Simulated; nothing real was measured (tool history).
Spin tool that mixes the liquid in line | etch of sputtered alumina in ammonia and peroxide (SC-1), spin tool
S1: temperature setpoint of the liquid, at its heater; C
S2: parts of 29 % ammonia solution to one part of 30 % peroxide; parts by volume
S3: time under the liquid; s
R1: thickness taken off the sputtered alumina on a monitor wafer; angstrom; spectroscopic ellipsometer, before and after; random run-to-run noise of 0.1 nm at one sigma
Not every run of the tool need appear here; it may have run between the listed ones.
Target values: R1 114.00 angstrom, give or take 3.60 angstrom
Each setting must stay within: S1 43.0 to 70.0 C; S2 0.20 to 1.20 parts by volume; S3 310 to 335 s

Run 1, day 0.000: S1 59.0 C, S2 0.80 parts by volume, S3 310 s. Result: R1 221.82 angstrom.
Run 2, day 0.362: S1 59.0 C, S2 0.80 parts by volume, S3 335 s. Result: R1 237.70 angstrom.
Run 3, day 0.475: S1 64.5 C, S2 0.80 parts by volume, S3 335 s. Result: R1 319.53 angstrom.
Run 4, day 0.638: S1 60.0 C, S2 0.80 parts by volume, S3 335 s. Result: R1 248.15 angstrom.
Run 5, day 0.679: S1 56.5 C, S2 0.80 parts by volume, S3 335 s. Result: R1 210.54 angstrom.
Run 6, day 0.904: S1 54.0 C, S2 0.80 parts by volume, S3 335 s. Result: R1 183.12 angstrom.
Run 7, day 1.175: S1 52.0 C, S2 0.80 parts by volume, S3 335 s. Result: R1 163.31 angstrom.
Run 8, day 1.275: S1 44.0 C, S2 0.80 parts by volume, S3 335 s. Result: R1 105.21 angstrom.
Run 9, day 1.512: S1 46.0 C, S2 0.80 parts by volume, S3 335 s. Result: R1 118.69 angstrom.

Next run, 5 choices. One meets every target within its allowed miss, the rest don't. Which?
Run A, day 1.750: S1 45.5 C, S2 0.70 parts by volume, S3 335 s. Result: R1 ?.
Run B, day 1.750: S1 45.0 C, S2 1.00 parts by volume, S3 310 s. Result: R1 ?.
Run C, day 1.750: S1 45.5 C, S2 0.80 parts by volume, S3 310 s. Result: R1 ?.
Run D, day 1.750: S1 49.0 C, S2 0.65 parts by volume, S3 315 s. Result: R1 ?.
Run E, day 1.750: S1 45.5 C, S2 0.90 parts by volume, S3 310 s. Result: R1 ?.

move      R1
   A  114.39
   B  106.45
   C  107.21
   D  129.96
   E  108.42
A: in spec on every target
B: moves the result that the last run missed by most past its target, out the other side
C: moves the result that the last run missed by most past its target, out the other side
D: the biggest miss grows against the last run
E: moves the result that the last run missed by most past its target, out the other side
Answer: A

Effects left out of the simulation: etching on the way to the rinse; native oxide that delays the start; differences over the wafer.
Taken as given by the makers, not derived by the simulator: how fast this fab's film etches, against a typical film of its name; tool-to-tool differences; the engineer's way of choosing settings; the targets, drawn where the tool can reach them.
